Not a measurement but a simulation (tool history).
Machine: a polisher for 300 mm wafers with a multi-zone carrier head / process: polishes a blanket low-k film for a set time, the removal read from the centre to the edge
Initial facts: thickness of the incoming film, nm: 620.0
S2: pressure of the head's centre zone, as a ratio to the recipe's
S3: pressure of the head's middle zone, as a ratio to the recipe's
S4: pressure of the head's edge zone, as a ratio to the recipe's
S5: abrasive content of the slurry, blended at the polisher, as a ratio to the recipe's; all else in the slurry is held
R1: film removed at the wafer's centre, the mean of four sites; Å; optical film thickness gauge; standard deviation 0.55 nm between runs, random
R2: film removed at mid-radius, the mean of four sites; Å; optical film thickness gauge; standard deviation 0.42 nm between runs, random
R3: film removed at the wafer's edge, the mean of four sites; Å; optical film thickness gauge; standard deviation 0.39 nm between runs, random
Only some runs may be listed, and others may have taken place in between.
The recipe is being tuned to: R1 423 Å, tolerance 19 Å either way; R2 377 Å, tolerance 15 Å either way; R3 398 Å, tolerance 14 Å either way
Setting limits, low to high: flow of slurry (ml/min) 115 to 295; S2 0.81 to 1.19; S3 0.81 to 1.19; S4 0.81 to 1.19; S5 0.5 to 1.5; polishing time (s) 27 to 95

Run 1, hour 0: flow of slurry (ml/min) 190, S2 1, S3 1, S4 1, S5 1, polishing time (s) 61. Result: R1 315.33 Å, R2 320.82 Å, R3 314.26 Å.
Run 2, hour 7.2: flow of slurry (ml/min) 200, S2 1.03, S3 1, S4 1.04, S5 1.1, polishing time (s) 61. Result: R1 341.2 Å, R2 339.04 Å, R3 338.2 Å.
Run 3, hour 15.6: flow of slurry (ml/min) 200, S2 1.03, S3 1, S4 1.04, S5 1.1, polishing time (s) 54. Result: R1 305.91 Å, R2 290.23 Å, R3 294.69 Å.
Run 4, hour 19: flow of slurry (ml/min) 205, S2 1.05, S3 1, S4 1.07, S5 1.2, polishing time (s) 55. Result: R1 333.77 Å, R2 306.33 Å, R3 317.98 Å.
Run 5, hour 22.9: flow of slurry (ml/min) 210, S2 1.06, S3 1.01, S4 1.09, S5 1.3, polishing time (s) 56. Result: R1 356.07 Å, R2 328.49 Å, R3 342.15 Å.
Run 6, hour 31: flow of slurry (ml/min) 215, S2 1.07, S3 1.02, S4 1.11, S5 1.35, polishing time (s) 57. Result: R1 358.91 Å, R2 351.83 Å, R3 360.48 Å.
Run 7, hour 39.9: flow of slurry (ml/min) 220, S2 1.1, S3 1.02, S4 1.12, S5 1.4, polishing time (s) 57. Result: R1 398.16 Å, R2 349.94 Å, R3 364.93 Å.
Run 8, hour 42.9: flow of slurry (ml/min) 245, S2 1.07, S3 1.05, S4 1.19, S5 1.5, polishing time (s) 58. Result: R1 393.87 Å, R2 382.23 Å, R3 391.14 Å.
At hour 45.7: worn pad replaced by a new one.
Run 9, hour 45.7: flow of slurry (ml/min) 245, S2 1.08, S3 1.04, S4 1.19, S5 1.5, polishing time (s) 58. Result: R1 433.69 Å, R2 406.89 Å, R3 421.44 Å.
Run 10, hour 50.9: flow of slurry (ml/min) 245, S2 1.08, S3 1.04, S4 1.19, S5 1.5, polishing time (s) 58. Result: R1 439.32 Å, R2 403.66 Å, R3 430.14 Å.

5 next moves are on the table. One of them brings every result within its allowed miss. Which?
Run A, hour 56.1: flow of slurry (ml/min) 255, S2 1.12, S3 1.06, S4 1.15, S5 1.45, polishing time (s) 53. Result: R1 ?, R2 ?, R3 ?.
Run B, hour 56.1: flow of slurry (ml/min) 235, S2 1.11, S3 1.02, S4 1.17, S5 1.5, polishing time (s) 55. Result: R1 ?, R2 ?, R3 ?.
Run C, hour 56.1: flow of slurry (ml/min) 215, S2 1.04, S3 1.12, S4 1.11, S5 1.5, polishing time (s) 64. Result: R1 ?, R2 ?, R3 ?.
Run D, hour 56.1: flow of slurry (ml/min) 245, S2 1.07, S3 1.14, S4 1.14, S5 1.5, polishing time (s) 58. Result: R1 ?, R2 ?, R3 ?.
Run E, hour 56.1: flow of slurry (ml/min) 205, S2 1.02, S3 1.12, S4 1.18, S5 1.5, polishing time (s) 60. Result: R1 ?, R2 ?, R3 ?.

move      R1      R2      R3
   A  400.61  371.77  375.39
   B  412.29  374.22  395.12
   C  443.56  466.14  442.86
   D  421.84  436.36  412.08
   E  404.59  433.95  426.26
A: takes the biggest miss from the last run beyond its target
B: hits every target within its allowed miss
C: lands further from the targets than the last run did
D: lands further from the targets than the last run did
E: lands further from the targets than the last run did
Correct choice: B, which meets every target

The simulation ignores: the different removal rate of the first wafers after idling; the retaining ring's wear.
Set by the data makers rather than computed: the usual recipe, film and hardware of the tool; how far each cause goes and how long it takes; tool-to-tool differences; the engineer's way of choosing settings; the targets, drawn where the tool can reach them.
